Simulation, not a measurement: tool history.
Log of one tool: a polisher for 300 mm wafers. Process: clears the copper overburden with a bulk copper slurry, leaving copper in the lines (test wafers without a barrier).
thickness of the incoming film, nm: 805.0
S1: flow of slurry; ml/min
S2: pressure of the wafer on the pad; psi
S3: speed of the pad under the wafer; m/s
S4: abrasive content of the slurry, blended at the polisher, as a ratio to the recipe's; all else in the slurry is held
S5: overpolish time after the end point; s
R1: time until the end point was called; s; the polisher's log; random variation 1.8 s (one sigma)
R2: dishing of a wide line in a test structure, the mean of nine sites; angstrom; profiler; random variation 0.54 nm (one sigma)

run  hour   S1   S2    S3    S4  S5       R1       R2
  1   0.0  255  2.9  0.84  1.00  29   91.847  1029.10
  2   5.9  255  2.7  0.84  1.00  26  100.420   958.70
  3   6.6  255  3.3  0.84  1.00  26   83.131  1065.40
  4   8.4  255  3.0  0.84  1.00  24   92.532   987.30
  5  16.8  255  3.0  0.98  1.00  24   79.670  1029.50
  6  24.4  285  3.0  0.98  1.00  24   78.503  1048.00
  7  31.3  270  2.8  0.98  0.95  22   86.804   967.77
  8  36.0  255  2.6  1.00  0.90  20   91.498   907.37

Run 9 comes next. What will it give?
  9  39.1  240  2.4  1.00  0.85  19   ?   ?

R1: 98.229 s
R2: 830.11 angstrom

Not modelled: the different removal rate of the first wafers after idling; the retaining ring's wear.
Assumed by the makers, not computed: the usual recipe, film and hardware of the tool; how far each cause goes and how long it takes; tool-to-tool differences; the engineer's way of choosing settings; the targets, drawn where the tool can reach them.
